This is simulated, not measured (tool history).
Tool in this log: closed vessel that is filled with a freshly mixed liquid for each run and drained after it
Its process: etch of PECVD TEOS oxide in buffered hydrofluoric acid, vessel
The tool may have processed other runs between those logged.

run  hour  temperature setpoint of the liquid (K)  parts of 40 % ammonium fluoride to one part of 49 % hydrofluoric acid (parts by volume)  time in the liquid (s)  thickness taken off the PECVD TEOS oxide on a monitor wafer (angstrom)
  1   0.0                                  296.15                                                                                     11.0                      95                                                                  2769.6
  2   2.9                                  295.65                                                                                     11.0                      95                                                                  2667.9
  3   6.7                                  295.15                                                                                     11.0                      95                                                                  2619.0
  4  14.6                                  296.65                                                                                     11.0                      95                                                                  2868.7
  5  21.8                                  295.65                                                                                     11.0                      95                                                                  2711.7
  6  28.1                                  295.65                                                                                     11.0                     100                                                                  2830.8
  7  36.5                                  295.15                                                                                     11.0                     100                                                                  2747.4
  8  39.1                                  294.65                                                                                     11.0                     100                                                                  2702.7
  9  42.6                                  294.15                                                                                     11.0                     100                                                                  2653.3
 10  44.2                                  294.15                                                                                     11.0                     100                                                                  2623.3
 11  50.1                                  293.65                                                                                     11.0                     100                                                                  2549.6

Run 12 comes next. What will it give?
 12  55.4                                  290.15                                                                                     12.5                     100                                                                       ?

Logged for run 12: thickness taken off the PECVD TEOS oxide on a monitor wafer (angstrom) 1830.3.
